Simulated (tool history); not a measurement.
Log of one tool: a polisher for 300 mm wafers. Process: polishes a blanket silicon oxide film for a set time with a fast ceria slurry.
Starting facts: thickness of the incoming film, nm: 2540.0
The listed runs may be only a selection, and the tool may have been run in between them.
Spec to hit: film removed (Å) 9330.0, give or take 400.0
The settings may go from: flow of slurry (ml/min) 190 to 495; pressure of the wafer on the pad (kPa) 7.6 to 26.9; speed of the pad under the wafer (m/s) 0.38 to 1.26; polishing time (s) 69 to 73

| run | hour | flow of slurry (ml/min) | pressure of the wafer on the pad (kPa) | speed of the pad under the wafer (m/s) | polishing time (s) | film removed (Å) |
|---|---|---|---|---|---|---|
| 1 | 0.0 | 320 | 17.2 | 0.82 | 69 | 7508.3 |
| 2 | 5.7 | 320 | 17.9 | 0.82 | 69 | 7668.8 |
| 3 | 7.5 | 320 | 15.2 | 0.82 | 69 | 6800.9 |
| 4 | 10.8 | 285 | 15.2 | 0.82 | 69 | 6816.7 |
| 5 | 12.2 | 325 | 15.2 | 0.82 | 69 | 6810.4 |
| 6 | 19.2 | 325 | 16.5 | 0.82 | 69 | 7234.1 |
| 7 | 23.7 | 325 | 17.9 | 0.82 | 69 | 7865.2 |
| 8 | 24.7 | 325 | 18.6 | 0.82 | 69 | 7919.0 |
| 9 | 31.4 | 325 | 19.3 | 0.82 | 69 | 8341.2 |
| 10 | 40.2 | 325 | 20.0 | 0.82 | 69 | 8449.8 |

4 next moves are on the table. One of them brings every result within its allowed miss. Which?
| A | 49.0 | 340 | 20.7 | 0.70 | 69 | ? |
| B | 49.0 | 275 | 17.9 | 0.86 | 69 | ? |
| C | 49.0 | 495 | 20.0 | 0.90 | 69 | ? |
| D | 49.0 | 365 | 17.9 | 0.80 | 69 | ? |

| move | film removed (Å) |
|---|---|
| A | 7467.9 |
| B | 8036.1 |
| C | 9495.3 |
| D | 7650.5 |
A: misses by more than the last run did
B: misses by more than the last run did
C: each result inside its tolerance
D: misses by more than the last run did
C meets every target.
